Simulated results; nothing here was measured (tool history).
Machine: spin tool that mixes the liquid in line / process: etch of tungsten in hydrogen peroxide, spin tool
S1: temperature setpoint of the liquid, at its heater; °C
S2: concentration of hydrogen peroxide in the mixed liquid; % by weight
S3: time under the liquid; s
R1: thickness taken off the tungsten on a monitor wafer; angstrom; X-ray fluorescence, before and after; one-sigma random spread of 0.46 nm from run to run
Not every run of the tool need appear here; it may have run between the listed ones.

run,hour,S1,S2,S3,R1
1,0,58,23,15,453
2,3.5,61,24.5,15,557.03
3,11.6,62.5,25.5,15,627.63
4,19.5,63.5,26,15,671.69
5,24.6,59.5,26,15,538.31
6,27.3,59.5,26,15,526.4
7,30.4,62,26.5,15,619.74
8,35.5,63.5,27,15,676.11
9,40,64.5,27.5,15,728.51
10,41.7,65,27.5,15,747.83

Run 11 comes next. What will it give?
11,45.1,65.5,27.5,15,?

Run 11 gave R1 770.85 angstrom.
